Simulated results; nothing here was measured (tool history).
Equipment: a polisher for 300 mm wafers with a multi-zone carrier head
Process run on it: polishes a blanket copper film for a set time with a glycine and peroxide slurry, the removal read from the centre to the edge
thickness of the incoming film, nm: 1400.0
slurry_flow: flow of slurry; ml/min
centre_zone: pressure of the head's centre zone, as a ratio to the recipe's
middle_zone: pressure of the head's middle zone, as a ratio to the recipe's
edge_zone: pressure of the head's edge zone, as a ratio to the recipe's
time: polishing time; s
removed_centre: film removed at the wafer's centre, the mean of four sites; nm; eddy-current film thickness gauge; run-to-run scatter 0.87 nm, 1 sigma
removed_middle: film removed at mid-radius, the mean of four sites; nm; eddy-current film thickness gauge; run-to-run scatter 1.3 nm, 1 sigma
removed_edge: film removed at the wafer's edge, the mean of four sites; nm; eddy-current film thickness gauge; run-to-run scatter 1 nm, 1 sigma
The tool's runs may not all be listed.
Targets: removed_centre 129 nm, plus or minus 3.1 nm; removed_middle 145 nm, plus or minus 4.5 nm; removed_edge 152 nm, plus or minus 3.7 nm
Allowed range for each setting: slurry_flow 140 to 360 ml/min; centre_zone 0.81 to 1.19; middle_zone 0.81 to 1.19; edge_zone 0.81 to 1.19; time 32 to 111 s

run 1 hour=0 | slurry_flow=230 centre_zone=1 middle_zone=1 edge_zone=1 time=71 | removed_centre=285.72 removed_middle=285.56 removed_edge=283.07
run 2 hour=3.8 | slurry_flow=230 centre_zone=1 middle_zone=1 edge_zone=0.94 time=71 | removed_centre=290.29 removed_middle=284.7 removed_edge=278.37
run 3 hour=9.9 | slurry_flow=205 centre_zone=0.95 middle_zone=0.98 edge_zone=0.93 time=61 | removed_centre=232.1 removed_middle=239.23 removed_edge=235.39
run 4 hour=16.9 | slurry_flow=205 centre_zone=0.95 middle_zone=0.98 edge_zone=0.93 time=78 | removed_centre=297.46 removed_middle=303.55 removed_edge=298.53
run 5 hour=18.1 | slurry_flow=190 centre_zone=0.91 middle_zone=0.96 edge_zone=0.92 time=66 | removed_centre=238.37 removed_middle=254.38 removed_edge=250.31
run 6 hour=25.7 | slurry_flow=180 centre_zone=0.89 middle_zone=0.93 edge_zone=0.92 time=57 | removed_centre=199 removed_middle=208.17 removed_edge=215.86
run 7 hour=32.7 | slurry_flow=170 centre_zone=0.87 middle_zone=0.93 edge_zone=0.91 time=51 | removed_centre=173.86 removed_middle=185.57 removed_edge=191.2
run 8 hour=37.6 | slurry_flow=165 centre_zone=0.85 middle_zone=0.93 edge_zone=0.91 time=48 | removed_centre=158.79 removed_middle=176.19 removed_edge=178.45
run 9 hour=40.1 | slurry_flow=160 centre_zone=0.84 middle_zone=0.92 edge_zone=0.91 time=46 | removed_centre=149.08 removed_middle=167.33 removed_edge=170.66
run 10 hour=48.5 | slurry_flow=140 centre_zone=0.81 middle_zone=0.87 edge_zone=0.88 time=39 | removed_centre=119.42 removed_middle=132.16 removed_edge=141.04
run 11 hour=49.3 | slurry_flow=140 centre_zone=0.81 middle_zone=0.87 edge_zone=0.88 time=39 | removed_centre=118.69 removed_middle=134.52 removed_edge=142.65
run 12 hour=56.9 | slurry_flow=155 centre_zone=0.81 middle_zone=0.87 edge_zone=0.88 time=39 | removed_centre=120.44 removed_middle=133.18 removed_edge=142.26
run 13 hour=63.4 | slurry_flow=200 centre_zone=0.84 middle_zone=0.96 edge_zone=0.98 time=40 | removed_centre=133.92 removed_middle=152.52 removed_edge=156.92
run 14 hour=71.8 | slurry_flow=200 centre_zone=0.84 middle_zone=0.95 edge_zone=0.97 time=40 | removed_centre=134.8 removed_middle=150.98 removed_edge=155.36
run 15 hour=80.5 | slurry_flow=200 centre_zone=0.83 middle_zone=0.94 edge_zone=0.97 time=40 | removed_centre=133.48 removed_middle=150.84 removed_edge=154.82
run 16 hour=81.9 | slurry_flow=200 centre_zone=0.83 middle_zone=0.93 edge_zone=0.97 time=40 | removed_centre=133.63 removed_middle=150.59 removed_edge=155.59

Which of these 5 next moves meets every target?
run A hour=83.3 | slurry_flow=235 centre_zone=0.86 middle_zone=0.97 edge_zone=0.9 time=37 | removed_centre=? removed_middle=? removed_edge=?
run B hour=83.3 | slurry_flow=210 centre_zone=0.81 middle_zone=0.88 edge_zone=1.08 time=40 | removed_centre=? removed_middle=? removed_edge=?
run C hour=83.3 | slurry_flow=250 centre_zone=0.81 middle_zone=0.96 edge_zone=0.92 time=39 | removed_centre=? removed_middle=? removed_edge=?
run D hour=83.3 | slurry_flow=215 centre_zone=0.81 middle_zone=1.06 edge_zone=0.95 time=37 | removed_centre=? removed_middle=? removed_edge=?
run E hour=83.3 | slurry_flow=325 centre_zone=0.83 middle_zone=0.92 edge_zone=1.01 time=37 | removed_centre=? removed_middle=? removed_edge=?

move=A removed_centre=129.84 removed_middle=147.87 removed_edge=142.4
move=B removed_centre=130.26 removed_middle=145.6 removed_edge=162.69
move=C removed_centre=129.74 removed_middle=155.54 removed_edge=151.93
move=D removed_centre=121 removed_middle=157.9 removed_edge=143.77
move=E removed_centre=129.53 removed_middle=145.86 removed_edge=151.64
A: the worst result of the last run now meets its target, but another is out of spec
B: the worst result of the last run now meets its target, but another is out of spec
C: the worst result of the last run now meets its target, but another is out of spec
D: takes the result that was furthest off past its target
E: all results in spec
Correct choice: E, which meets every target
